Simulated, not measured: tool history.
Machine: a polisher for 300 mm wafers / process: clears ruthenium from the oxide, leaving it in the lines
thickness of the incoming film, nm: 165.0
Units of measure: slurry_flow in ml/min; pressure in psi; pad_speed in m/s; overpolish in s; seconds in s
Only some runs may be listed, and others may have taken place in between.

run,day,slurry_flow,pressure,pad_speed,overpolish,seconds
1,0.000,230,2.5,0.80,25,133.210
2,0.150,195,2.5,0.80,25,135.150
3,0.238,195,2.9,0.82,25,113.490
4,0.354,195,2.9,0.82,25,114.230
5,0.704,195,3.2,0.84,25,103.730
6,0.792,195,2.7,0.84,25,119.430
# day 0.883: worn pad replaced by a new one
7,0.883,195,3.0,0.88,25,91.818
8,1.225,200,3.2,0.88,25,87.703
9,1.500,220,3.3,0.88,25,85.055
10,1.633,220,3.3,0.88,25,84.412
11,1.692,235,3.4,0.88,25,81.549

Forecast run 12:
12,2.033,235,3.4,0.88,25,?

{"run 12": {"seconds": 80.689}}
